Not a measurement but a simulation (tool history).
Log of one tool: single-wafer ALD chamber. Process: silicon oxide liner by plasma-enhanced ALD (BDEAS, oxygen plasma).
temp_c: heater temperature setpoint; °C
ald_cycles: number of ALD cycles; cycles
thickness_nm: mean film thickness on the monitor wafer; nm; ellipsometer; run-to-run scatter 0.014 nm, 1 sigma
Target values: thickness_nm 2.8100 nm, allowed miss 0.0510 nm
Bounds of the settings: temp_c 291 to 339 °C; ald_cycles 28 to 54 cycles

run,hour,temp_c,ald_cycles,thickness_nm
1,0.0,315,41,3.6190
2,8.5,315,45,3.9433
3,13.8,319,45,3.9247
4,19.4,320,43,3.7716
5,19.9,320,46,4.0371
6,27.2,320,44,3.8215
7,35.6,324,37,3.2505
8,40.3,324,36,3.1459
9,41.1,324,35,3.0434
10,42.5,325,31,2.6986

Pick the move, out of 5, that brings all results within their allowed miss; only one does.
A,43.9,321,31,?
B,43.9,321,29,?
C,43.9,322,30,?
D,43.9,320,32,?
E,43.9,336,34,?

move,thickness_nm
A,2.7006
B,2.5264
C,2.6101
D,2.7914
E,2.9044
A: roughly where the last run was
B: its largest miss is bigger than the last run's
C: its largest miss is bigger than the last run's
D: all results land within tolerance of their targets
E: moves the result that the last run missed by most past its target, out the other side
Go with D: it meets all targets.

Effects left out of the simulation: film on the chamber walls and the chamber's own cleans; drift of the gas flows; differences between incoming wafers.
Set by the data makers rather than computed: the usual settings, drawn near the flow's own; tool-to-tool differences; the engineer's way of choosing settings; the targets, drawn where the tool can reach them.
